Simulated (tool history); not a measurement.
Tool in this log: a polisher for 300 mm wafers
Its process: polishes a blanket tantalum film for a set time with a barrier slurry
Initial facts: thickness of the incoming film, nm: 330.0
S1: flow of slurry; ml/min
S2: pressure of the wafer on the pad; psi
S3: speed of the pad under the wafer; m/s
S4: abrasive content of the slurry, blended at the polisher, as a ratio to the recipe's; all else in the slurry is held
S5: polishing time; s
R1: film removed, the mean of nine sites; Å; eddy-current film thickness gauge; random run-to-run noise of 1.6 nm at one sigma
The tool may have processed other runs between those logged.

Run 1, hour 0: S1 170 ml/min, S2 2.3 psi, S3 0.92 m/s, S4 1, S5 86 s. Result: R1 1674 Å.
Run 2, hour 8.3: S1 175 ml/min, S2 2.4 psi, S3 0.92 m/s, S4 1, S5 86 s. Result: R1 1763.9 Å.
Run 3, hour 13.2: S1 185 ml/min, S2 2.4 psi, S3 0.92 m/s, S4 1, S5 86 s. Result: R1 1767.7 Å.
Run 4, hour 20.9: S1 185 ml/min, S2 2.5 psi, S3 0.92 m/s, S4 1, S5 86 s. Result: R1 1853.1 Å.
Run 5, hour 23.6: S1 185 ml/min, S2 2.5 psi, S3 0.92 m/s, S4 1.1, S5 86 s. Result: R1 1905.4 Å.
Run 6, hour 28.3: S1 185 ml/min, S2 2.9 psi, S3 0.92 m/s, S4 1.1, S5 86 s. Result: R1 2196.1 Å.
Run 7, hour 29.7: S1 175 ml/min, S2 2.9 psi, S3 0.92 m/s, S4 1.1, S5 86 s. Result: R1 2187.2 Å.
Run 8, hour 32.7: S1 170 ml/min, S2 2.9 psi, S3 0.92 m/s, S4 1.1, S5 86 s. Result: R1 2160.7 Å.
Run 9, hour 37.7: S1 160 ml/min, S2 2.9 psi, S3 0.92 m/s, S4 1.1, S5 86 s. Result: R1 2187.1 Å.

What does the tool deliver on the next run?
Run 10, hour 40.8: S1 160 ml/min, S2 2.8 psi, S3 0.92 m/s, S4 1.1, S5 86 s. Result: R1 ?.

{"run 10": {"R1": 2097.4}}

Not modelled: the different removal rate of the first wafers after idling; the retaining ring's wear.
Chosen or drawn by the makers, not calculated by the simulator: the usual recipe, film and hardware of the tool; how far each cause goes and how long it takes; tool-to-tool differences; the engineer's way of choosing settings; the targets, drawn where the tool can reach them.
